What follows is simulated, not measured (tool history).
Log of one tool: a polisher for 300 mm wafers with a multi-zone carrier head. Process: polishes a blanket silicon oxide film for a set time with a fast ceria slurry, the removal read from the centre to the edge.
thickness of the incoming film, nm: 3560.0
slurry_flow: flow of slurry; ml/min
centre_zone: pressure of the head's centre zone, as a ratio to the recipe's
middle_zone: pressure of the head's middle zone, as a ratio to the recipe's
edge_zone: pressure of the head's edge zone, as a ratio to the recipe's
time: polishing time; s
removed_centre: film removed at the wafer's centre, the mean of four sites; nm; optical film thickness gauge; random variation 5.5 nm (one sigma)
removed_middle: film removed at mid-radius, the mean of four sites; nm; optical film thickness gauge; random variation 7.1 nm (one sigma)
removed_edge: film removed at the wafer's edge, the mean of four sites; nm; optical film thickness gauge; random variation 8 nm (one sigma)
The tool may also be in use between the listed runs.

| run | hour | slurry_flow | centre_zone | middle_zone | edge_zone | time | removed_centre | removed_middle | removed_edge |
|---|---|---|---|---|---|---|---|---|---|
| 1 | 0.0 | 270 | 1.00 | 1.00 | 1.00 | 47 | 709.09 | 753.77 | 711.44 |
| 2 | 8.7 | 270 | 1.06 | 1.00 | 1.00 | 47 | 759.38 | 740.88 | 718.26 |
| 3 | 12.3 | 270 | 1.06 | 0.96 | 1.00 | 47 | 747.63 | 731.53 | 707.82 |
| 4 | 16.3 | 270 | 1.06 | 0.96 | 1.00 | 38 | 604.81 | 576.76 | 578.53 |
| 5 | 16.9 | 270 | 1.06 | 0.96 | 0.93 | 38 | 596.19 | 589.41 | 559.62 |
| 6 | 25.8 | 270 | 1.02 | 0.99 | 0.95 | 38 | 568.41 | 597.53 | 565.33 |

Forecast run 7:
| 7 | 31.0 | 275 | 0.99 | 1.02 | 0.97 | 38 | ? | ? | ? |

{"run 7": {"removed_centre": 572.06, "removed_middle": 605.3, "removed_edge": 576.72}}

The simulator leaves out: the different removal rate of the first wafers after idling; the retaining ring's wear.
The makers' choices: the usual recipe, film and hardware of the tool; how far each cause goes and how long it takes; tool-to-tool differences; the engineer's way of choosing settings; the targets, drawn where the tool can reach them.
